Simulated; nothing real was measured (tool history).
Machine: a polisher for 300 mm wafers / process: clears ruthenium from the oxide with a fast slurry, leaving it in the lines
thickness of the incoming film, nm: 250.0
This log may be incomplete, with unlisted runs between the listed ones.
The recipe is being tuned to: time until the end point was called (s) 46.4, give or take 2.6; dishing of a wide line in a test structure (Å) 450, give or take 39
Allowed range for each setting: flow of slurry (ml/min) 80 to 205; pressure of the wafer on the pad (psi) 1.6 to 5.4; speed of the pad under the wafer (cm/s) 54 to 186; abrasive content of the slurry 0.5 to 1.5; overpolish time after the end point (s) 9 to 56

run,day,flow of slurry (ml/min),pressure of the wafer on the pad (psi),speed of the pad under the wafer (cm/s),abrasive content of the slurry,overpolish time after the end point (s),time until the end point was called (s),dishing of a wide line in a test structure (Å)
1,0,135,3.5,118,1,29,47.457,636.96
2,0.133,135,3.5,118,1,24,46.992,580.07
3,0.317,135,2.8,118,1,24,59.537,551.91
4,0.638,105,2.8,118,1,24,63.208,548.79
5,0.717,120,3,118,1,20,56.048,492.55
6,0.883,125,3.1,118,1,19,54.77,475.76
# day 1.25: worn pad replaced by a new one
7,1.25,130,3.2,118,1,18,47.185,491.78
8,1.392,130,3.2,118,1,17,48.369,492.95
9,1.646,130,3.4,118,1,9,45.579,338.25
10,1.829,130,3.4,120,1,11,42.474,398.51
11,1.971,125,2.9,120,1,18,50.269,516.74
12,2.171,125,3,120,1,17,50.653,484.67

4 next moves are on the table. One of them brings every result within its allowed miss. Which?
A,2.371,120,2.8,114,1,19,?,?
B,2.371,140,2.6,122,1.05,18,?,?
C,2.371,130,2.8,158,0.9,14,?,?
D,2.371,125,3.7,116,0.9,18,?,?

move,time until the end point was called (s),dishing of a wide line in a test structure (Å)
A,56.495,477.13
B,54.77,470.59
C,47.751,438.36
D,45.762,521.59
A: misses by more than the last run did
B: misses by more than the last run did
C: all results in spec
D: corrects the largest miss of the last run, while another result sits out of spec
Move C is the one to make.
